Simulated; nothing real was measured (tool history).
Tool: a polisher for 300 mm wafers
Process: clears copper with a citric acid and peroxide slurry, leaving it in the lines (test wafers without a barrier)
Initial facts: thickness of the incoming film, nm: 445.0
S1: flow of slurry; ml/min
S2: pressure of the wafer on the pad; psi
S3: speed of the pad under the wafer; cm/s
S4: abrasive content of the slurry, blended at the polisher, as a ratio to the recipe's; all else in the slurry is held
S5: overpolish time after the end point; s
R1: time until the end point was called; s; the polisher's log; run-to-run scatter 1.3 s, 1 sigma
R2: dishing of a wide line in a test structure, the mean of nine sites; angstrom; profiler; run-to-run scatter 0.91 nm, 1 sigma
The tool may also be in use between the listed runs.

| run | day | S1 | S2 | S3 | S4 | S5 | R1 | R2 |
|---|---|---|---|---|---|---|---|---|
| 1 | 0.000 | 120 | 2.8 | 130 | 1.0 | 20 | 186.56 | 360.49 |
| 2 | 0.300 | 120 | 2.2 | 130 | 1.0 | 20 | 234.32 | 292.40 |
| 3 | 0.492 | 120 | 2.2 | 130 | 0.9 | 20 | 237.52 | 275.99 |
| 4 | 0.717 | 110 | 2.2 | 130 | 0.9 | 20 | 248.02 | 276.94 |
| 5 | 0.788 | 125 | 2.4 | 130 | 0.9 | 21 | 223.04 | 308.40 |
| 6 | 1.042 | 135 | 2.7 | 130 | 0.9 | 21 | 190.53 | 356.14 |
| 7 | 1.254 | 145 | 2.8 | 130 | 0.9 | 21 | 183.80 | 385.84 |

What does the tool deliver on the next run?
| 8 | 1.600 | 150 | 2.9 | 130 | 0.9 | 21 | ? | ? |

R1: 177.02 s
R2: 395.93 angstrom
